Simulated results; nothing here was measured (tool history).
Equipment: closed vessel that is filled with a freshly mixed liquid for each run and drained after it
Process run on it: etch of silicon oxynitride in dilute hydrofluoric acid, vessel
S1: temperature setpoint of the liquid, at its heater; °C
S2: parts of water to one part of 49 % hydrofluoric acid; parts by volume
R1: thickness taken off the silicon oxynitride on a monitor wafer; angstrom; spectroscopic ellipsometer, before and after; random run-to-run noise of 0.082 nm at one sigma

{"run": 1, "hour": 0.0, "S1": 21.0, "S2": 220, "time in the liquid (s)": 290, "R1": 24.968}
{"run": 2, "hour": 8.1, "S1": 21.0, "S2": 220, "time in the liquid (s)": 120, "R1": 10.184}
{"run": 3, "hour": 11.5, "S1": 19.5, "S2": 220, "time in the liquid (s)": 120, "R1": 9.6099}
{"run": 4, "hour": 12.9, "S1": 19.5, "S2": 280, "time in the liquid (s)": 120, "R1": 7.2357}
{"run": 5, "hour": 20.6, "S1": 17.0, "S2": 280, "time in the liquid (s)": 120, "R1": 6.4842}
{"run": 6, "hour": 23.3, "S1": 17.0, "S2": 280, "time in the liquid (s)": 290, "R1": 15.793}
{"hour": 31.1, "done": "thermometer replaced"}
{"run": 7, "hour": 31.1, "S1": 17.0, "S2": 245, "time in the liquid (s)": 290, "R1": 19.937}

Forecast run 8:
{"run": 8, "hour": 38.5, "S1": 21.0, "S2": 155, "time in the liquid (s)": 290, "R1": "?"}

R1: 39.8420 angstrom
